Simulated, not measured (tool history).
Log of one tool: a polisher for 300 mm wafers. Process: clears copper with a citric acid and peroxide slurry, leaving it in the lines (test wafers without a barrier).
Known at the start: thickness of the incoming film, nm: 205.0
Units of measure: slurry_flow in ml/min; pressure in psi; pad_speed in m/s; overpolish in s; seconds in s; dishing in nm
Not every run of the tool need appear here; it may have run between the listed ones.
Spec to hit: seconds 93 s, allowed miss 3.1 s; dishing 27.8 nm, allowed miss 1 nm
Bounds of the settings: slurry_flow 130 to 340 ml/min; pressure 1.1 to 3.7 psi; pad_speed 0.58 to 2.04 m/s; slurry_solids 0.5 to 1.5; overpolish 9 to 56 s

run 1 hour=0 | slurry_flow=220 pressure=2.4 pad_speed=1.3 slurry_solids=1 overpolish=29 | seconds=97.1 dishing=46.165
run 2 hour=0.6 | slurry_flow=230 pressure=2.4 pad_speed=1.3 slurry_solids=1 overpolish=23 | seconds=95.499 dishing=39.085
run 3 hour=8.2 | slurry_flow=240 pressure=2.4 pad_speed=1.3 slurry_solids=1 overpolish=19 | seconds=97.12 dishing=32.335
run 4 hour=14.6 | slurry_flow=240 pressure=2.4 pad_speed=1.04 slurry_solids=1 overpolish=19 | seconds=115.19 dishing=29.101
run 5 hour=16.5 | slurry_flow=240 pressure=2.4 pad_speed=1.04 slurry_solids=1 overpolish=26 | seconds=114.07 dishing=37.411
run 6 hour=25.4 | slurry_flow=240 pressure=2.4 pad_speed=1.04 slurry_solids=1.1 overpolish=26 | seconds=108.28 dishing=39.351
run 7 hour=31 | slurry_flow=240 pressure=2.4 pad_speed=1.04 slurry_solids=1.1 overpolish=26 | seconds=110.11 dishing=39.034
run 8 hour=37.5 | slurry_flow=245 pressure=2.6 pad_speed=1.08 slurry_solids=1 overpolish=22 | seconds=100.6 dishing=35.292
run 9 hour=40.9 | slurry_flow=255 pressure=2.7 pad_speed=1.08 slurry_solids=0.95 overpolish=20 | seconds=99.912 dishing=33.876
run 10 hour=43.8 | slurry_flow=255 pressure=2.9 pad_speed=1.1 slurry_solids=1 overpolish=9 | seconds=90.292 dishing=17.89
run 11 hour=47.9 | slurry_flow=210 pressure=2.7 pad_speed=1.26 slurry_solids=0.75 overpolish=16 | seconds=98.458 dishing=28.379
run 12 hour=55.2 | slurry_flow=215 pressure=2.7 pad_speed=1.26 slurry_solids=0.75 overpolish=16 | seconds=97.846 dishing=27.867
run 13 hour=61.3 | slurry_flow=240 pressure=2.8 pad_speed=1.26 slurry_solids=0.75 overpolish=14 | seconds=92.533 dishing=26.193

Of the 4 settings listed for the next run, only one would bring every result within its allowed miss of target. Which one?
run A hour=67.4 | slurry_flow=215 pressure=2.9 pad_speed=1.26 slurry_solids=0.65 overpolish=13 | seconds=? dishing=?
run B hour=67.4 | slurry_flow=255 pressure=2.7 pad_speed=1.18 slurry_solids=0.8 overpolish=14 | seconds=? dishing=?
run C hour=67.4 | slurry_flow=210 pressure=2.9 pad_speed=1.3 slurry_solids=0.65 overpolish=15 | seconds=? dishing=?
run D hour=67.4 | slurry_flow=270 pressure=2.7 pad_speed=1.18 slurry_solids=0.8 overpolish=17 | seconds=? dishing=?

move=A seconds=95.694 dishing=23.917
move=B seconds=98.686 dishing=24.844
move=C seconds=93.802 dishing=27.759
move=D seconds=98.157 dishing=29.771
A: further off than the last run
B: further off than the last run
C: every result lands within tolerance
D: carries the result that was furthest off beyond its target, to the other side
So the answer is move C, the one that meets all the targets.
